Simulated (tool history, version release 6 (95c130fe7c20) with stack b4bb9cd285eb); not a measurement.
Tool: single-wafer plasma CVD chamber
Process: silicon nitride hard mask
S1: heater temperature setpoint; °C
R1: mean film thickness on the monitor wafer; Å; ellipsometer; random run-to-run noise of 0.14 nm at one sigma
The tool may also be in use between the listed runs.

{"run": 1, "hour": 0.0, "S1": 390, "chamber pressure (mTorr)": 1900, "RF power (kW)": 0.265, "deposition time (s)": 31.6, "R1": 364.98}
{"run": 2, "hour": 1.5, "S1": 390, "chamber pressure (mTorr)": 2080, "RF power (kW)": 0.27, "deposition time (s)": 31.6, "R1": 377.63}
{"run": 3, "hour": 7.2, "S1": 380, "chamber pressure (mTorr)": 2080, "RF power (kW)": 0.27, "deposition time (s)": 31.6, "R1": 376.56}
{"run": 4, "hour": 10.2, "S1": 375, "chamber pressure (mTorr)": 2080, "RF power (kW)": 0.27, "deposition time (s)": 31.6, "R1": 380.75}
{"run": 5, "hour": 18.4, "S1": 375, "chamber pressure (mTorr)": 2370, "RF power (kW)": 0.27, "deposition time (s)": 31.6, "R1": 395.81}
{"run": 6, "hour": 19.0, "S1": 375, "chamber pressure (mTorr)": 2410, "RF power (kW)": 0.27, "deposition time (s)": 31.6, "R1": 397.36}

Run 7 comes next. What will it give?
{"run": 7, "hour": 24.8, "S1": 375, "chamber pressure (mTorr)": 2440, "RF power (kW)": 0.27, "deposition time (s)": 31.6, "R1": "?"}

R1: 397.72 Å
